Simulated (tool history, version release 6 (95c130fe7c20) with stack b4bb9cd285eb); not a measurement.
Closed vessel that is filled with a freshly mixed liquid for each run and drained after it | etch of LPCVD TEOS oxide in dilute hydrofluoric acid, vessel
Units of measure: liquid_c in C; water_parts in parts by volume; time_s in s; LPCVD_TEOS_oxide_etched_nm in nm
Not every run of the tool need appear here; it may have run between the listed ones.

Run 1, hour 0: liquid_c 22 C, water_parts 230 parts by volume, time_s 105 s. Result: LPCVD_TEOS_oxide_etched_nm 24.497 nm.
Run 2, hour 3: liquid_c 19 C, water_parts 230 parts by volume, time_s 105 s. Result: LPCVD_TEOS_oxide_etched_nm 21.814 nm.
Run 3, hour 10: liquid_c 19 C, water_parts 240 parts by volume, time_s 105 s. Result: LPCVD_TEOS_oxide_etched_nm 20.757 nm.
Run 4, hour 12.7: liquid_c 20 C, water_parts 240 parts by volume, time_s 105 s. Result: LPCVD_TEOS_oxide_etched_nm 21.492 nm.
At hour 20.1: hydrofluoric acid flow meter replaced.
Run 5, hour 20.1: liquid_c 19.5 C, water_parts 250 parts by volume, time_s 105 s. Result: LPCVD_TEOS_oxide_etched_nm 18.088 nm.
Run 6, hour 21.8: liquid_c 19 C, water_parts 255 parts by volume, time_s 105 s. Result: LPCVD_TEOS_oxide_etched_nm 17.159 nm.
Run 7, hour 25.9: liquid_c 19 C, water_parts 260 parts by volume, time_s 105 s. Result: LPCVD_TEOS_oxide_etched_nm 16.578 nm.
Run 8, hour 34.8: liquid_c 18 C, water_parts 270 parts by volume, time_s 105 s. Result: LPCVD_TEOS_oxide_etched_nm 15.326 nm.
Run 9, hour 37: liquid_c 17.5 C, water_parts 280 parts by volume, time_s 105 s. Result: LPCVD_TEOS_oxide_etched_nm 14.555 nm.

Forecast run 10:
Run 10, hour 41.6: liquid_c 17 C, water_parts 290 parts by volume, time_s 105 s. Result: LPCVD_TEOS_oxide_etched_nm ?.

{"run 10": {"LPCVD_TEOS_oxide_etched_nm": 13.444}}

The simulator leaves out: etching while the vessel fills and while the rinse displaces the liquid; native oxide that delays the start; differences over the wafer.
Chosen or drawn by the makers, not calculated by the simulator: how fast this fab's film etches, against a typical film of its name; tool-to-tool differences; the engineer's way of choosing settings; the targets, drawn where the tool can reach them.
